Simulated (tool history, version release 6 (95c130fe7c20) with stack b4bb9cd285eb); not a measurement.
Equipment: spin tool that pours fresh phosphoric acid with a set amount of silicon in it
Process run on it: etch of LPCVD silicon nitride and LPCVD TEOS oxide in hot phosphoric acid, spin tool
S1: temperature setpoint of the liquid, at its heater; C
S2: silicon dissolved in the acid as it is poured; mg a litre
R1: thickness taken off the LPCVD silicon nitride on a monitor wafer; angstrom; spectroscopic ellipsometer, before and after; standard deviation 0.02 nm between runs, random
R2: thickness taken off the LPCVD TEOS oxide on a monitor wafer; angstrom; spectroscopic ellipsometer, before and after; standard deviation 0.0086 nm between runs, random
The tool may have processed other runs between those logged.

Run 1, hour 0: S1 161 C, S2 28.5 mg a litre, time under the liquid (s) 150. Result: R1 130.28 angstrom, R2 4.0862 angstrom.
Run 2, hour 3.5: S1 161 C, S2 42 mg a litre, time under the liquid (s) 150. Result: R1 130.17 angstrom, R2 1.8354 angstrom.
Run 3, hour 6: S1 159.5 C, S2 37.5 mg a litre, time under the liquid (s) 110. Result: R1 91.124 angstrom, R2 1.7702 angstrom.
Run 4, hour 13.5: S1 160.5 C, S2 37.5 mg a litre, time under the liquid (s) 110. Result: R1 94.611 angstrom, R2 1.6741 angstrom.
Run 5, hour 16.2: S1 162 C, S2 37.5 mg a litre, time under the liquid (s) 110. Result: R1 99.299 angstrom, R2 2.0003 angstrom.
Run 6, hour 17.7: S1 160.5 C, S2 35 mg a litre, time under the liquid (s) 85. Result: R1 72.725 angstrom, R2 1.383 angstrom.
Run 7, hour 18.5: S1 159.5 C, S2 31.5 mg a litre, time under the liquid (s) 75. Result: R1 62.499 angstrom, R2 1.5148 angstrom.
Run 8, hour 21.2: S1 158.5 C, S2 30.5 mg a litre, time under the liquid (s) 70. Result: R1 55.54 angstrom, R2 1.3643 angstrom.
Run 9, hour 25.4: S1 158.5 C, S2 30.5 mg a litre, time under the liquid (s) 70. Result: R1 56.019 angstrom, R2 1.4288 angstrom.
Run 10, hour 30.6: S1 158 C, S2 30 mg a litre, time under the liquid (s) 70. Result: R1 55.097 angstrom, R2 1.4124 angstrom.
Run 11, hour 34.6: S1 157.5 C, S2 29.5 mg a litre, time under the liquid (s) 70. Result: R1 54.011 angstrom, R2 1.4582 angstrom.
Run 12, hour 38.1: S1 157 C, S2 29.5 mg a litre, time under the liquid (s) 70. Result: R1 53.32 angstrom, R2 1.2904 angstrom.

Run 13 is up next; what results do you expect?
Run 13, hour 45.5: S1 157 C, S2 28.5 mg a litre, time under the liquid (s) 70. Result: R1 ?, R2 ?.

{"run 13": {"R1": 53.491, "R2": 1.3205}}
